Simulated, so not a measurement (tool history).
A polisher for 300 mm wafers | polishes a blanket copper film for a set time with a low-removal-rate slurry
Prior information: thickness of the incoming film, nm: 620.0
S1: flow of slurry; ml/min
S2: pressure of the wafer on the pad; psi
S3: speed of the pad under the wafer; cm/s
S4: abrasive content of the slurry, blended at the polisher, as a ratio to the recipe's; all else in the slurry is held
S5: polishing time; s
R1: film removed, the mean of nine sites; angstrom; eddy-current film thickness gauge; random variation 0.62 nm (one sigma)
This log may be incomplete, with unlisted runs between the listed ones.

{"run": 1, "hour": 0.0, "S1": 200, "S2": 2.8, "S3": 94, "S4": 1, "S5": 20, "R1": 481.8}
{"run": 2, "hour": 6.3, "S1": 200, "S2": 2.8, "S3": 94, "S4": 1.1, "S5": 20, "R1": 492.56}
{"run": 3, "hour": 7.4, "S1": 200, "S2": 2.8, "S3": 94, "S4": 1.1, "S5": 20, "R1": 497.46}
{"run": 4, "hour": 15.4, "S1": 200, "S2": 2.8, "S3": 76, "S4": 1.1, "S5": 20, "R1": 410.73}
{"run": 5, "hour": 20.8, "S1": 205, "S2": 3.1, "S3": 76, "S4": 1.1, "S5": 20, "R1": 454.07}
{"run": 6, "hour": 24.4, "S1": 205, "S2": 3.3, "S3": 76, "S4": 1.1, "S5": 20, "R1": 482.33}
{"run": 7, "hour": 26.1, "S1": 205, "S2": 3.5, "S3": 76, "S4": 1.1, "S5": 20, "R1": 509.09}
{"run": 8, "hour": 26.8, "S1": 210, "S2": 3.7, "S3": 76, "S4": 1.1, "S5": 20, "R1": 535.56}
{"run": 9, "hour": 32.4, "S1": 210, "S2": 3.8, "S3": 76, "S4": 1.1, "S5": 20, "R1": 550.26}

The next listed run, before its measurement:
{"run": 10, "hour": 35.6, "S1": 210, "S2": 3.9, "S3": 76, "S4": 1.1, "S5": 20, "R1": "?"}

{"run 10": {"R1": 566.83}}
